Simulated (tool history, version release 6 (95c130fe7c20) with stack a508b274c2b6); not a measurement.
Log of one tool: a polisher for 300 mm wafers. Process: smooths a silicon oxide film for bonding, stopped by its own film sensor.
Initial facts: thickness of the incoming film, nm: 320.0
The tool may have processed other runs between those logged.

run	hour	flow of slurry (ml/min)	pressure of the wafer on the pad (kPa)	speed of the pad under the wafer (m/s)	abrasive content of the slurry	target thickness at which the film sensor stops the polish (Å)	time until the film sensor stopped the polish (s)
1	0.0	285	14.5	0.78	1.0	2880	64.302
2	5.1	285	13.1	0.78	1.0	2880	69.087
3	12.5	250	13.1	0.78	1.0	2880	72.086
4	20.9	220	13.1	0.78	1.0	2880	72.137
5	24.8	220	13.1	0.78	1.0	2880	72.257
6	29.8	195	13.1	0.78	1.0	2880	71.821
7	36.6	195	11.7	0.78	1.0	2880	80.590

For run 8, what comes out?
8	44.6	195	11.0	0.78	1.0	2880	?

time until the film sensor stopped the polish (s): 85.619
